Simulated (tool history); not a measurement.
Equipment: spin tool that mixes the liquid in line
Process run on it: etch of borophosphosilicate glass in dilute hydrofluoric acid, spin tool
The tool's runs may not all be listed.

run	hour	temperature setpoint of the liquid (°C)	parts of water to one part of 49 % hydrofluoric acid (parts by volume)	time under the liquid (s)	thickness taken off the borophosphosilicate glass on a monitor wafer (nm)
1	0	22	195	85	10.226
2	5.1	24.5	195	85	11.261
3	12.1	24.5	260	85	7.7486
4	14.3	25	255	85	8.1465
5	22.5	25	255	85	8.1323
6	30.5	25.5	250	85	8.6

What does the tool deliver on the next run?
7	33.4	26	245	85	?

thickness taken off the borophosphosilicate glass on a monitor wafer (nm): 8.8711

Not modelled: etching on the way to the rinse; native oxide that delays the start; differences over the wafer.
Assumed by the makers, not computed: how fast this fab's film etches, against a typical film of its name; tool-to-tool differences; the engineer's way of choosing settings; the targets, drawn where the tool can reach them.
